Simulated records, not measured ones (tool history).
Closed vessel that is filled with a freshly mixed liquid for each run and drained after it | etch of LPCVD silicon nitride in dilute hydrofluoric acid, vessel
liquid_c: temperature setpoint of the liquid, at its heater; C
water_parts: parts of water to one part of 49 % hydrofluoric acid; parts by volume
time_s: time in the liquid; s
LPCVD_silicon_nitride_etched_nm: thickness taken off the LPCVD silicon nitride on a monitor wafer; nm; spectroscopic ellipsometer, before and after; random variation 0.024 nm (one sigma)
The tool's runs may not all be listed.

run	hour	liquid_c	water_parts	time_s	LPCVD_silicon_nitride_etched_nm
1	0	21	45	860	5.6907
2	2.6	21	55	860	4.7356
3	3.2	21	55	860	4.7782
4	12.1	20	60	855	4.0955
5	14.8	20	60	655	3.1266
6	17.1	23.5	60	655	3.917
7	19.7	22	60	655	3.5372
8	22.4	21	60	655	3.3201
# hour 31.3: hydrofluoric acid flow meter replaced
9	31.3	20	60	655	3.3145

Run 10 comes next. What will it give?
10	39.9	17	65	655	?

{"run 10": {"LPCVD_silicon_nitride_etched_nm": 2.5179}}
